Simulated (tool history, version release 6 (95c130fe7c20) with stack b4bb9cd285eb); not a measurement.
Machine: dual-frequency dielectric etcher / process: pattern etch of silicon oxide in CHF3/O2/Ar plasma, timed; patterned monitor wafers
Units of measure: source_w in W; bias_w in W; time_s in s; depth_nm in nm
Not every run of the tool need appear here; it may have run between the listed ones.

| run | hour | source_w | bias_w | time_s | depth_nm |
|---|---|---|---|---|---|
| 1 | 0.0 | 890 | 226 | 423 | 1219.5 |
| 2 | 0.5 | 960 | 226 | 423 | 1257.7 |
| 3 | 5.9 | 820 | 226 | 423 | 1163.3 |
| 4 | 13.0 | 820 | 226 | 392 | 1095.2 |
| 5 | 16.3 | 730 | 217 | 392 | 1016.6 |
| 6 | 24.9 | 730 | 245 | 392 | 1056.1 |

For run 7, what comes out?
| 7 | 32.6 | 670 | 236 | 392 | ? |

depth_nm: 1003.6 nm
